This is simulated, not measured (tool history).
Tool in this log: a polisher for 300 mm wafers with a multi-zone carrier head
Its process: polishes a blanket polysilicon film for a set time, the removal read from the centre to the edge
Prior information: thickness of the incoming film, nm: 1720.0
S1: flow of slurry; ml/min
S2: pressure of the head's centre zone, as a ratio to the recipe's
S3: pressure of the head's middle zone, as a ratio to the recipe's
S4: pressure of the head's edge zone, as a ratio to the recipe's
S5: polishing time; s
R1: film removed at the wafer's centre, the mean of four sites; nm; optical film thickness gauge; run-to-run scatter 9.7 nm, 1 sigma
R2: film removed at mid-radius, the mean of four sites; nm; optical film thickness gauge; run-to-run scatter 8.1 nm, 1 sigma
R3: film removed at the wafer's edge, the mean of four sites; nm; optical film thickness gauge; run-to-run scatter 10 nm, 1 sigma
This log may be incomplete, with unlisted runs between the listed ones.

{"run": 1, "hour": 0.0, "S1": 180, "S2": 1.0, "S3": 1.0, "S4": 1.0, "S5": 88, "R1": 519.15, "R2": 521.8, "R3": 516.09}
{"run": 2, "hour": 1.8, "S1": 180, "S2": 1.0, "S3": 1.0, "S4": 0.92, "S5": 88, "R1": 529.61, "R2": 515.88, "R3": 506.64}
{"run": 3, "hour": 7.5, "S1": 140, "S2": 1.0, "S3": 1.0, "S4": 0.92, "S5": 88, "R1": 484.2, "R2": 490.89, "R3": 491.63}
{"run": 4, "hour": 10.6, "S1": 140, "S2": 0.92, "S3": 1.0, "S4": 0.92, "S5": 88, "R1": 455.31, "R2": 499.44, "R3": 490.7}
{"run": 5, "hour": 16.8, "S1": 140, "S2": 1.0, "S3": 1.0, "S4": 0.92, "S5": 88, "R1": 494.76, "R2": 496.65, "R3": 494.24}
{"run": 6, "hour": 21.7, "S1": 140, "S2": 1.0, "S3": 1.0, "S4": 0.92, "S5": 110, "R1": 626.55, "R2": 623.0, "R3": 610.8}
{"run": 7, "hour": 26.7, "S1": 190, "S2": 1.1, "S3": 1.1, "S4": 1.02, "S5": 124, "R1": 799.71, "R2": 793.95, "R3": 731.71}
{"run": 8, "hour": 29.7, "S1": 195, "S2": 1.1, "S3": 1.1, "S4": 1.02, "S5": 124, "R1": 818.38, "R2": 792.05, "R3": 753.79}

Estimate the outcome of run 9 from the log above:
{"run": 9, "hour": 31.9, "S1": 195, "S2": 1.1, "S3": 1.1, "S4": 1.02, "S5": 124, "R1": "?", "R2": "?", "R3": "?"}

{"run 9": {"R1": 798.42, "R2": 798.5, "R3": 728.55}}
